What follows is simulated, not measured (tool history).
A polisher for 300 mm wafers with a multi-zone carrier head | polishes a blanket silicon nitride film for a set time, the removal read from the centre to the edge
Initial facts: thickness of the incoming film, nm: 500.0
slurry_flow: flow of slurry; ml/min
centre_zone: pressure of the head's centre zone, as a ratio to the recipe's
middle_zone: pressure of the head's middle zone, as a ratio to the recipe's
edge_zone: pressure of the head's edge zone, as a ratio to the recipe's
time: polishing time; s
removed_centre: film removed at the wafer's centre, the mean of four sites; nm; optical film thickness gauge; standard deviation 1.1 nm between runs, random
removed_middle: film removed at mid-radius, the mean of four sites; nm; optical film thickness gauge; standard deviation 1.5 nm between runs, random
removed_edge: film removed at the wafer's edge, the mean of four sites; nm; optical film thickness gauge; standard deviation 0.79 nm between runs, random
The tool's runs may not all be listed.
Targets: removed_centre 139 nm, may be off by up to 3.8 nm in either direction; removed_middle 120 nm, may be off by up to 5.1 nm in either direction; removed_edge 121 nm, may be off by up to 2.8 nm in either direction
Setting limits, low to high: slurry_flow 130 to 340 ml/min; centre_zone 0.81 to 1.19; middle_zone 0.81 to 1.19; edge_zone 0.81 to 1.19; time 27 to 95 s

run  hour  slurry_flow  centre_zone  middle_zone  edge_zone  time  removed_centre  removed_middle  removed_edge
  1     0          220            1            1          1    61           120.8          120.95        123.15
  2   8.1          220         0.93            1          1    61          113.37          120.78        124.56
  3  15.1          220         0.93         1.04          1    61          112.67          125.82        124.74
  4  21.8          220         0.93         1.04          1    49          91.246          101.75        99.641
  5  28.5          220         0.93         1.04          1    42          76.364          86.911        86.116
  6  29.2          190         0.93         1.04          1    42          75.512           85.25        84.671
  7  30.7          225         1.01         1.04       1.03    46          92.806          97.192        94.845
  8  36.3          285         1.11         1.01       1.13    53          120.77          110.41         117.8

Which single option among these 5 for the next run brings every result within its allowed miss of target? Just one does.
  A  41.9          340         1.17         1.01       1.03    56               ?               ?             ?
  B  41.9          270         1.03         0.97       1.19    50               ?               ?             ?
  C  41.9          275         0.92         1.07       1.12    54               ?               ?             ?
  D  41.9          175         1.05         1.12       1.15    57               ?               ?             ?
  E  41.9          300         0.92          0.9       1.13    51               ?               ?             ?

move  removed_centre  removed_middle  removed_edge
   A          136.77          120.77        120.84
   B          104.66          101.88        114.11
   C          101.17          119.89        119.46
   D          113.31          123.04        121.54
   E          96.423          98.795         114.4
A: meets every target
B: lands further from the targets than the last run did
C: lands further from the targets than the last run did
D: lands further from the targets than the last run did
E: lands further from the targets than the last run did
So the answer is move A, the one that meets all the targets.

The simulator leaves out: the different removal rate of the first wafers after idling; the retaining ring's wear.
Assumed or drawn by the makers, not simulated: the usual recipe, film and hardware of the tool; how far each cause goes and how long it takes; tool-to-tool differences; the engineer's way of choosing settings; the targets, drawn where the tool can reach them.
